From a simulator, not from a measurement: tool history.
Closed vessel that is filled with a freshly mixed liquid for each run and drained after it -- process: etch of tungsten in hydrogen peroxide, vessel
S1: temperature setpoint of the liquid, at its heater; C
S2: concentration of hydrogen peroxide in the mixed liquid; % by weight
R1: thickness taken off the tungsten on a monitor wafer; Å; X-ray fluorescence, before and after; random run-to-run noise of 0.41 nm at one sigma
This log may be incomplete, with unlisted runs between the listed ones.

Run 1, day 0: S1 52 C, S2 19.5 % by weight, time in the liquid (s) 30. Result: R1 505.65 Å.
Run 2, day 0.2: S1 58.5 C, S2 19.5 % by weight, time in the liquid (s) 30. Result: R1 743.37 Å.
Run 3, day 0.421: S1 56.5 C, S2 19.5 % by weight, time in the liquid (s) 30. Result: R1 657.58 Å.
Run 4, day 0.625: S1 55 C, S2 19.5 % by weight, time in the liquid (s) 30. Result: R1 608.17 Å.
Run 5, day 0.812: S1 55 C, S2 16 % by weight, time in the liquid (s) 30. Result: R1 545.45 Å.
Run 6, day 0.842: S1 52.5 C, S2 16 % by weight, time in the liquid (s) 30. Result: R1 471.6 Å.
Run 7, day 0.967: S1 52 C, S2 16 % by weight, time in the liquid (s) 30. Result: R1 455.64 Å.

Run 8, settings as shown, results not yet in. Your forecast:
Run 8, day 1.238: S1 51.5 C, S2 16 % by weight, time in the liquid (s) 30. Result: R1 ?.

R1: 445.19 Å
